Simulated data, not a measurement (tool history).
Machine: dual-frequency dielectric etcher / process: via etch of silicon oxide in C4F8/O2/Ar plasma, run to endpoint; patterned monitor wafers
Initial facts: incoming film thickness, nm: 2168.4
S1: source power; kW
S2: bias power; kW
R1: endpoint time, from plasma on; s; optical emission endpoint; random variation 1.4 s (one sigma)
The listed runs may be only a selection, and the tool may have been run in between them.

run	hour	S1	S2	R1
1	0	1.67	2.11	486.39
2	0.8	1.92	2.11	467.01
3	8.8	2.21	2.11	441.79
4	12.1	2.23	2.12	441.72
# hour 17.3: source power generator calibrated
5	17.3	2.23	1.929	460.01
6	20.2	1.99	1.929	476.36

Expected results for the next run?
7	26.8	2.05	1.984	?

Run 7 measured R1 465.83 s.
